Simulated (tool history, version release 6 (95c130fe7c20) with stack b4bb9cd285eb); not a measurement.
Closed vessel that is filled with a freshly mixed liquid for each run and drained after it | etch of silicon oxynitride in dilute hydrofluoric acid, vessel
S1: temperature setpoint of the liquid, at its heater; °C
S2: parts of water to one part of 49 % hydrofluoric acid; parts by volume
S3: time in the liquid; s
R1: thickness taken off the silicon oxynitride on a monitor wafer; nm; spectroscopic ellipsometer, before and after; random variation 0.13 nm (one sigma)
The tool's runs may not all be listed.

| run | hour | S1 | S2 | S3 | R1 |
|---|---|---|---|---|---|
| 1 | 0 | 22 | 60 | 330 | 11.522 |
| 2 | 3.3 | 22 | 60 | 350 | 12.195 |
| 3 | 11.8 | 24.5 | 55 | 350 | 14.938 |
| 4 | 15.9 | 26 | 50 | 350 | 17.944 |
| 5 | 19 | 27 | 50 | 350 | 18.785 |
| 6 | 26.2 | 27 | 60 | 350 | 15.469 |
| 7 | 31.3 | 28 | 55 | 350 | 17.779 |
| 8 | 38.8 | 28.5 | 55 | 350 | 18.43 |

The next listed run, before its measurement:
| 9 | 45.3 | 29 | 55 | 350 | ? |

Run 9 gave R1 18.652 nm.
